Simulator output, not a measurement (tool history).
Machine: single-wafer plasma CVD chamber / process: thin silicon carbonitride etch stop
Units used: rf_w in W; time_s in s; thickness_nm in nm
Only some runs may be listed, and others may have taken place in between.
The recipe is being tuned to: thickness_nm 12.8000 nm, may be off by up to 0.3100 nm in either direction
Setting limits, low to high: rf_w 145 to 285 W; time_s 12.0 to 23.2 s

run  hour  rf_w  time_s  thickness_nm
  1   0.0   215    17.6        9.8328
  2   6.6   185    17.6        9.5020
  3  15.3   200    19.1       10.5300
  4  24.2   175    19.1       10.2100
  5  31.0   200    19.1       10.5430
  6  31.8   180    19.1       10.2790
  7  39.0   195    20.1       11.0260
  8  40.9   205    20.8       11.5360
  9  45.2   215    21.3       11.9190
 10  48.4   220    21.7       12.2200

Of the 4 settings listed for the next run, only one would bring every result within its allowed miss of target. Which one?
  A  51.6   200    22.0             ?
  B  51.6   230    19.9             ?
  C  51.6   225    22.6             ?
  D  51.6   220    20.9             ?

move  thickness_nm
   A       12.1180
   B       11.3790
   C       12.8470
   D       11.8090
A: moves away from the targets compared with the last run
B: moves away from the targets compared with the last run
C: each result inside its tolerance
D: moves away from the targets compared with the last run
Answer: C

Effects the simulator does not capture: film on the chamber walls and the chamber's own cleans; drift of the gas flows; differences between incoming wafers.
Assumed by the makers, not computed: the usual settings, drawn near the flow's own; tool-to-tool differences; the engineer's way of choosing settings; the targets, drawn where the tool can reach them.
